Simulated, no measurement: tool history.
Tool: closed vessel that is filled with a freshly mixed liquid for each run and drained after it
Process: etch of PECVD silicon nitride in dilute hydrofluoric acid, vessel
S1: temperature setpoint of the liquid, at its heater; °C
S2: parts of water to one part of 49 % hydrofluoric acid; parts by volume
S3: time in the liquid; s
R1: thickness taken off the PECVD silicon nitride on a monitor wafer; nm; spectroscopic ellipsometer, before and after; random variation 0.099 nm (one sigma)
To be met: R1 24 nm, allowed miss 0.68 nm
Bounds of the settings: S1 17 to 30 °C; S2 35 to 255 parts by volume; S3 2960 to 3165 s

run,day,S1,S2,S3,R1
1,0,22,145,2960,33.581
2,0.171,20,145,2960,29.383
3,0.35,20,110,2960,38.277
4,0.529,19.5,120,2960,34.005
5,0.6,17,120,2960,28.668
6,0.767,17,120,3165,30.357
7,1.017,17,125,3165,29.559
8,1.258,17,130,3165,28.304
9,1.538,17,135,3165,27.443
10,1.788,17,140,3165,26.418

4 next moves are on the table. One of them brings every result within its allowed miss. Which?
A,2.038,17,165,3105,?
B,2.038,17,160,3040,?
C,2.038,19.5,170,2960,?
D,2.038,17.5,165,3015,?

move,R1
A,22.175
B,22.363
C,24.309
D,22.278
A: takes the result that was furthest off past its target
B: takes the result that was furthest off past its target
C: meets every target
D: takes the result that was furthest off past its target
Answer: C
